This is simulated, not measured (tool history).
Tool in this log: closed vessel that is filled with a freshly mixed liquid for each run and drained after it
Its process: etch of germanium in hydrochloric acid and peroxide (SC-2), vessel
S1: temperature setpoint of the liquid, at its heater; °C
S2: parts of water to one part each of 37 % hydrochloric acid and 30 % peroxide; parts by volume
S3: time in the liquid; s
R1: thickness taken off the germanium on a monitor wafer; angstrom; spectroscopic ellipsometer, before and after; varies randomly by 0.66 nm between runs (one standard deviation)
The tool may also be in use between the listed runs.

run  hour    S1    S2   S3      R1
  1   0.0  50.0   7.5  105  2591.1
  2   7.8  50.0  10.0  105  2536.9
  3   9.7  44.5  10.0  105  2132.2
  4  15.6  43.5  10.0  105  2066.9
  5  23.6  43.5  10.0  115  2248.4
  6  28.9  43.5  10.0  115  2251.3
  7  31.2  42.0  10.0  115  2143.4

Estimate the outcome of run 8 from the log above:
  8  33.5  41.0  10.0  115   ?

{"run 8": {"R1": 2075.8}}

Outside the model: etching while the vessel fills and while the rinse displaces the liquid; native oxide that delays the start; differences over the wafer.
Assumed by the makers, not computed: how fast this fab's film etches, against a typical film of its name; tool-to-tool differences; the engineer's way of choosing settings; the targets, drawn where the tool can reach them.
